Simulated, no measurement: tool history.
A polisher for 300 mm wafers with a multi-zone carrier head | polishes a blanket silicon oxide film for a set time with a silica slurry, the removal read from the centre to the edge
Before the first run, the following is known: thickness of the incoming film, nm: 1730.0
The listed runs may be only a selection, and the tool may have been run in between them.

run,hour,flow of slurry (ml/min),pressure of the head's centre zone,pressure of the head's middle zone,pressure of the head's edge zone,abrasive content of the slurry,polishing time (s),film removed at the wafer's centre (nm),film removed at mid-radius (nm),film removed at the wafer's edge (nm)
1,0,160,1,1,1,1,82,192.86,192.6,197.13
2,3.4,160,1,1,1.07,1,82,195.1,194.17,206.97
3,6.1,140,1,1,1.07,1,82,191.01,190.26,200.38
4,11.8,140,1,0.97,1.07,1,82,189.17,187.46,203.04
5,15.5,155,1.03,1.02,1.07,1.1,86,221.97,218.59,225.2
6,23.8,155,1.03,1.02,1.07,1.1,70,178.08,178.25,184.77
7,25.4,170,1.07,1.06,1.09,1.2,75,211.73,207.94,208.62

Run 8 comes next. What will it give?
8,33.6,215,1.17,1.16,1.16,1.45,98,?,?,?

film removed at the wafer's centre (nm): 345.56
film removed at mid-radius (nm): 328.14
film removed at the wafer's edge (nm): 313.05
